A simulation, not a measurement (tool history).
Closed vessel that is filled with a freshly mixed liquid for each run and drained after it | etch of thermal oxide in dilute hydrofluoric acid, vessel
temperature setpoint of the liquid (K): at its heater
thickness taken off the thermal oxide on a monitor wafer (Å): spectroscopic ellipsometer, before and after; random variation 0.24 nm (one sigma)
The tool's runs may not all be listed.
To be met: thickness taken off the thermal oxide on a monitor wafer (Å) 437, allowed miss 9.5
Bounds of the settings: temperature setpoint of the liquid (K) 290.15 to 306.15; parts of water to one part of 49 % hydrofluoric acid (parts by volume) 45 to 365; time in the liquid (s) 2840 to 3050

run	hour	temperature setpoint of the liquid (K)	parts of water to one part of 49 % hydrofluoric acid (parts by volume)	time in the liquid (s)	thickness taken off the thermal oxide on a monitor wafer (Å)
1	0	298.15	205	2840	489.2
2	1.8	298.15	205	3050	528.93
3	2.5	296.65	205	3050	507.29
4	3.2	296.65	170	3050	629.4
5	8.9	296.65	100	3050	1164.8
6	15.1	296.65	170	3050	623.08
7	17.6	295.15	170	3050	590.48
8	20.5	293.65	170	3050	565.63
9	28.1	292.65	175	3050	519.84
10	36.8	292.15	175	3050	514.29
11	40.1	291.65	180	3050	487.41
12	42.5	291.15	180	3050	475.08
13	44.6	290.65	180	3050	470.18

4 next moves are on the table. One of them brings every result within its allowed miss. Which?
A	46.7	290.15	190	2905	?
B	46.7	293.15	185	2945	?
C	46.7	290.15	170	2870	?
D	46.7	291.65	185	2865	?

move	thickness taken off the thermal oxide on a monitor wafer (Å)
A	408.77
B	481.05
C	460.61
D	441.5
A: takes the result that was furthest off past its target
B: further off than the last run
C: nearer than the last run, and not there yet
D: meets every target
Move D is the one to make.
